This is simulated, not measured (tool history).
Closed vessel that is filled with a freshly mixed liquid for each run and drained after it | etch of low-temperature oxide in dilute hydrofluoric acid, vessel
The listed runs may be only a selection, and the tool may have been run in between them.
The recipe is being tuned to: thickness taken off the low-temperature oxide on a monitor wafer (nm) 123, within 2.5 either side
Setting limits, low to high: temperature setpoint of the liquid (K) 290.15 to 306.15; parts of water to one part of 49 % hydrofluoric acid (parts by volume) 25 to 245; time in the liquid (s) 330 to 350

run	hour	temperature setpoint of the liquid (K)	parts of water to one part of 49 % hydrofluoric acid (parts by volume)	time in the liquid (s)	thickness taken off the low-temperature oxide on a monitor wafer (nm)
1	0	298.15	135	330	87.303
2	1.9	298.15	170	330	66.668
3	5.9	298.15	200	330	54.695
4	8.2	299.15	195	330	58.477
5	11.7	296.15	195	330	52.303
6	13.2	297.15	190	330	56.671
7	14.8	301.15	135	330	97.821
8	23.6	301.65	135	330	99.781
9	32.3	302.15	135	330	100.59
10	37.9	306.15	125	330	128.12
# hour 40.2: thermometer replaced
11	40.2	305.65	125	330	137.55
12	49.4	304.65	125	330	132.99

Which one of the following 5 next-run settings gets every result inside its allowed miss? There is exactly one.
A	58.6	301.15	125	330	?
B	58.6	303.65	135	335	?
C	58.6	303.65	125	330	?
D	58.6	295.65	105	350	?
E	58.6	304.65	140	330	?

move	thickness taken off the low-temperature oxide on a monitor wafer (nm)
A	117.18
B	119.18
C	128.53
D	122.57
E	116.55
A: carries the result that was furthest off beyond its target, to the other side
B: carries the result that was furthest off beyond its target, to the other side
C: better than the last run, though not everything is in spec
D: every result within its allowed miss
E: carries the result that was furthest off beyond its target, to the other side
D meets every target.
